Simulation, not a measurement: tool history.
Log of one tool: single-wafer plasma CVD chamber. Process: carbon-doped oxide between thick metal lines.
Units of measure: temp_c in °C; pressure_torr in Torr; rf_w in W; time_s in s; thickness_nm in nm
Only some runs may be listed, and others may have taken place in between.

| run | hour | temp_c | pressure_torr | rf_w | time_s | thickness_nm |
|---|---|---|---|---|---|---|
| 1 | 0 | 345 | 5.45 | 590 | 236 | 1308.2 |
| 2 | 2.2 | 347 | 5.17 | 585 | 236 | 1288.7 |
| 3 | 8.9 | 349 | 4.93 | 575 | 236 | 1274.8 |
| 4 | 14.3 | 349 | 3.95 | 575 | 236 | 1232.6 |
| 5 | 16.7 | 350 | 3.82 | 570 | 236 | 1220.8 |
| 6 | 20.2 | 350 | 3.82 | 570 | 236 | 1225.2 |

Run 7, settings as shown, results not yet in. Your forecast:
| 7 | 28.2 | 350 | 3.82 | 570 | 236 | ? |

{"run 7": {"thickness_nm": 1220.4}}

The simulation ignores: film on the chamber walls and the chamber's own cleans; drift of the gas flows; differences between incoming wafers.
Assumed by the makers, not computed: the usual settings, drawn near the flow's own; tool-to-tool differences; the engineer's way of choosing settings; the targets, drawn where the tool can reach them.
